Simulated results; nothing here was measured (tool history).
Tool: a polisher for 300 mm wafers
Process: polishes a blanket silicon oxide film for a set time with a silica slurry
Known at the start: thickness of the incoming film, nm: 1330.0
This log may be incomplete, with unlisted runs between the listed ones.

run	hour	flow of slurry (ml/min)	pressure of the wafer on the pad (kPa)	speed of the pad under the wafer (m/s)	abrasive content of the slurry	polishing time (s)	film removed (Å)
1	0.0	255	26.2	1.36	1.0	32	1380.40
2	2.8	255	25.5	1.36	1.0	32	1316.10
3	3.7	255	24.1	1.36	1.0	32	1242.30
4	11.6	255	21.4	1.36	1.0	32	1125.90
5	19.3	255	17.9	1.36	1.0	32	933.55
6	28.0	220	17.9	1.36	1.0	32	919.98
7	31.0	225	18.6	1.36	1.0	32	974.37

For run 8, what comes out?
8	38.7	225	19.3	1.36	1.0	32	?

Run 8 gave film removed (Å) 1004.70.

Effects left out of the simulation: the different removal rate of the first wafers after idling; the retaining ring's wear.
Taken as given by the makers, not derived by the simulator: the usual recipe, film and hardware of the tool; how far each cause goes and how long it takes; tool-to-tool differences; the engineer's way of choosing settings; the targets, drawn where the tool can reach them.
